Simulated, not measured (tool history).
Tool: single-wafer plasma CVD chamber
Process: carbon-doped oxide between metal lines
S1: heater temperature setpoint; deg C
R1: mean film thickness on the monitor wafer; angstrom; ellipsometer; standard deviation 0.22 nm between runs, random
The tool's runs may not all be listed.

{"run": 1, "hour": 0.0, "S1": 330, "chamber pressure (mTorr)": 6240, "RF power (kW)": 0.45, "deposition time (s)": 9.3, "R1": 465.4}
{"run": 2, "hour": 1.4, "S1": 330, "chamber pressure (mTorr)": 5760, "RF power (kW)": 0.45, "deposition time (s)": 9.3, "R1": 458.9}
{"run": 3, "hour": 9.8, "S1": 330, "chamber pressure (mTorr)": 4800, "RF power (kW)": 0.45, "deposition time (s)": 9.3, "R1": 452.28}
{"run": 4, "hour": 18.6, "S1": 330, "chamber pressure (mTorr)": 4800, "RF power (kW)": 0.45, "deposition time (s)": 9.3, "R1": 450.93}
{"run": 5, "hour": 22.1, "S1": 326, "chamber pressure (mTorr)": 5210, "RF power (kW)": 0.465, "deposition time (s)": 9.3, "R1": 473.69}
{"run": 6, "hour": 25.5, "S1": 322, "chamber pressure (mTorr)": 5210, "RF power (kW)": 0.465, "deposition time (s)": 9.3, "R1": 478.11}
{"run": 7, "hour": 34.2, "S1": 320, "chamber pressure (mTorr)": 5470, "RF power (kW)": 0.475, "deposition time (s)": 9.3, "R1": 494.25}
{"run": 8, "hour": 38.3, "S1": 318, "chamber pressure (mTorr)": 5640, "RF power (kW)": 0.48, "deposition time (s)": 9.3, "R1": 505.71}
{"run": 9, "hour": 42.4, "S1": 316, "chamber pressure (mTorr)": 5740, "RF power (kW)": 0.48, "deposition time (s)": 9.3, "R1": 507.78}
{"run": 10, "hour": 46.9, "S1": 316, "chamber pressure (mTorr)": 5740, "RF power (kW)": 0.48, "deposition time (s)": 9.3, "R1": 503.16}

What does the tool deliver on the next run?
{"run": 11, "hour": 48.4, "S1": 315, "chamber pressure (mTorr)": 5860, "RF power (kW)": 0.485, "deposition time (s)": 9.3, "R1": "?"}

R1: 508.82 angstrom
